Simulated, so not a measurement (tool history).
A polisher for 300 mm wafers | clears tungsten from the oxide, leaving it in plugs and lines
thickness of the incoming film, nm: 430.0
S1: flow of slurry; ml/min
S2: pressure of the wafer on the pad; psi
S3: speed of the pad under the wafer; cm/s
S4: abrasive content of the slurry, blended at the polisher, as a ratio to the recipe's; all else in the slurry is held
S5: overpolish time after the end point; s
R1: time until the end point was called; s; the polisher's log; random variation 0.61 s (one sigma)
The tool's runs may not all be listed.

{"run": 1, "hour": 0.0, "S1": 195, "S2": 4, "S3": 142, "S4": 1, "S5": 5, "R1": 64.702}
{"run": 2, "hour": 1.3, "S1": 195, "S2": 4, "S3": 164, "S4": 1, "S5": 5, "R1": 58.795}
{"run": 3, "hour": 3.6, "S1": 195, "S2": 4.2, "S3": 164, "S4": 1, "S5": 5, "R1": 54.319}
{"run": 4, "hour": 7.2, "S1": 195, "S2": 3.4, "S3": 164, "S4": 1, "S5": 5, "R1": 66.883}
{"run": 5, "hour": 8.2, "S1": 195, "S2": 3.7, "S3": 164, "S4": 1, "S5": 5, "R1": 62.156}
{"run": 6, "hour": 8.8, "S1": 195, "S2": 3.7, "S3": 164, "S4": 1, "S5": 5, "R1": 62.322}
{"run": 7, "hour": 17.6, "S1": 195, "S2": 3.9, "S3": 164, "S4": 1, "S5": 5, "R1": 59.405}

Run 8 comes next. What will it give?
{"run": 8, "hour": 19.4, "S1": 195, "S2": 4.1, "S3": 164, "S4": 1, "S5": 5, "R1": "?"}

{"run 8": {"R1": 56.099}}

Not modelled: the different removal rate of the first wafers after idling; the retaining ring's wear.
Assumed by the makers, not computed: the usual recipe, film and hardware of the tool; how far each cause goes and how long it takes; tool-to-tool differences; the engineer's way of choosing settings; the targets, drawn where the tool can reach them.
